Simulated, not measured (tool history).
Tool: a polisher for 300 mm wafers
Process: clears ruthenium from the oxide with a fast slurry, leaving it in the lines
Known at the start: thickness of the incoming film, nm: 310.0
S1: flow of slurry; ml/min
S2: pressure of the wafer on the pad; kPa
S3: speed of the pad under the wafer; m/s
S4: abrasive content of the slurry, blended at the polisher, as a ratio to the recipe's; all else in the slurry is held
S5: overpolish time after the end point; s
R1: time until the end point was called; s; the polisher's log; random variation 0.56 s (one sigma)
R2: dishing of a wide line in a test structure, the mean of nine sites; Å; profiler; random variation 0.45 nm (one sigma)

{"run": 1, "day": 0.0, "S1": 205, "S2": 14.5, "S3": 1.14, "S4": 1, "S5": 12, "R1": 78.614, "R2": 360.94}
{"run": 2, "day": 0.267, "S1": 205, "S2": 14.5, "S3": 1.36, "S4": 1, "S5": 12, "R1": 68.705, "R2": 394.22}
{"run": 3, "day": 0.296, "S1": 205, "S2": 13.1, "S3": 1.36, "S4": 1, "S5": 12, "R1": 74.899, "R2": 368.08}
{"run": 4, "day": 0.483, "S1": 210, "S2": 13.8, "S3": 1.36, "S4": 1, "S5": 11, "R1": 71.815, "R2": 354.09}
{"run": 5, "day": 0.542, "S1": 210, "S2": 13.8, "S3": 1.1, "S4": 1, "S5": 11, "R1": 84.022, "R2": 309.81}
{"run": 6, "day": 0.729, "S1": 215, "S2": 15.2, "S3": 1.1, "S4": 1, "S5": 10, "R1": 75.843, "R2": 308.75}
{"run": 7, "day": 0.862, "S1": 225, "S2": 15.9, "S3": 1.1, "S4": 1, "S5": 10, "R1": 73.6, "R2": 322.57}
{"run": 8, "day": 0.888, "S1": 225, "S2": 16.5, "S3": 1.1, "S4": 1, "S5": 10, "R1": 69.773, "R2": 335.95}
{"run": 9, "day": 1.217, "S1": 225, "S2": 17.2, "S3": 1.1, "S4": 1, "S5": 10, "R1": 67.885, "R2": 342.46}
{"run": 10, "day": 1.454, "S1": 225, "S2": 17.2, "S3": 1.1, "S4": 1, "S5": 10, "R1": 68.464, "R2": 348.02}

Forecast run 11:
{"run": 11, "day": 1.775, "S1": 225, "S2": 17.9, "S3": 1.1, "S4": 1, "S5": 10, "R1": "?", "R2": "?"}

Run 11 gave R1 65.156 s, R2 349.31 Å.

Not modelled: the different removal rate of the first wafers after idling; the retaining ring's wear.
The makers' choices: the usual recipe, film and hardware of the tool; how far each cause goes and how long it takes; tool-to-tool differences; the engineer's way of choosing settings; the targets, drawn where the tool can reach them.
